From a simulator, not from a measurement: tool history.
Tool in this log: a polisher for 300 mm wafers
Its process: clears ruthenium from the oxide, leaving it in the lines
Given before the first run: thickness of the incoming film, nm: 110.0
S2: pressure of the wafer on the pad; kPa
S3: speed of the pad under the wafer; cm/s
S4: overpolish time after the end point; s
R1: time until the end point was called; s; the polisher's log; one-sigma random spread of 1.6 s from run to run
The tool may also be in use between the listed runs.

{"run": 1, "hour": 0.0, "flow of slurry (ml/min)": 225, "S2": 17.9, "S3": 86, "S4": 40, "R1": 109.46}
{"run": 2, "hour": 2.8, "flow of slurry (ml/min)": 225, "S2": 16.5, "S3": 86, "S4": 40, "R1": 115.53}
{"run": 3, "hour": 10.6, "flow of slurry (ml/min)": 225, "S2": 15.2, "S3": 86, "S4": 40, "R1": 125.41}
{"run": 4, "hour": 15.1, "flow of slurry (ml/min)": 225, "S2": 14.5, "S3": 86, "S4": 40, "R1": 128.9}
{"run": 5, "hour": 19.2, "flow of slurry (ml/min)": 170, "S2": 14.5, "S3": 86, "S4": 40, "R1": 131.67}
{"run": 6, "hour": 27.9, "flow of slurry (ml/min)": 170, "S2": 14.5, "S3": 102, "S4": 40, "R1": 112.44}

Run 7, settings as shown, results not yet in. Your forecast:
{"run": 7, "hour": 29.8, "flow of slurry (ml/min)": 170, "S2": 13.1, "S3": 100, "S4": 40, "R1": "?"}

R1: 122.28 s
